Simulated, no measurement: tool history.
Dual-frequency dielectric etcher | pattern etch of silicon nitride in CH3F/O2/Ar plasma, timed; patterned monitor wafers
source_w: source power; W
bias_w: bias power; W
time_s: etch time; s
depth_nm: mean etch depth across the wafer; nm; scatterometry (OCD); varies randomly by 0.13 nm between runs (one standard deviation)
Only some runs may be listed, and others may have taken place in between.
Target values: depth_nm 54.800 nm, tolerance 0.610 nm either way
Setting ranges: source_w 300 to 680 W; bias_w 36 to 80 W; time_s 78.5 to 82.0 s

run,day,source_w,bias_w,time_s,depth_nm
1,0.000,490,58,78.5,57.168
2,0.262,490,58,78.5,57.211
3,0.496,480,58,78.5,56.696
4,0.679,470,58,78.5,56.348
# day 0.712: bias power generator calibrated
5,0.712,470,58,82.0,59.137
6,0.871,470,64,82.0,60.282
7,0.908,440,64,82.0,58.672
8,1.204,420,64,82.0,57.355
9,1.404,360,64,82.0,53.722

Below are 5 possible settings for the next run. Only one of them brings all results inside the allowed miss of their targets. Which is it?
A,1.604,380,61,81.0,?
B,1.604,370,67,80.5,?
C,1.604,410,52,80.5,?
D,1.604,400,69,79.0,?
E,1.604,360,68,80.5,?

move,depth_nm
A,53.778
B,53.847
C,53.619
D,55.047
E,53.360
A: an improvement on the last run, though not all results are within tolerance
B: an improvement on the last run, though not all results are within tolerance
C: the biggest miss grows against the last run
D: in spec on every target
E: the biggest miss grows against the last run
The right move is D.

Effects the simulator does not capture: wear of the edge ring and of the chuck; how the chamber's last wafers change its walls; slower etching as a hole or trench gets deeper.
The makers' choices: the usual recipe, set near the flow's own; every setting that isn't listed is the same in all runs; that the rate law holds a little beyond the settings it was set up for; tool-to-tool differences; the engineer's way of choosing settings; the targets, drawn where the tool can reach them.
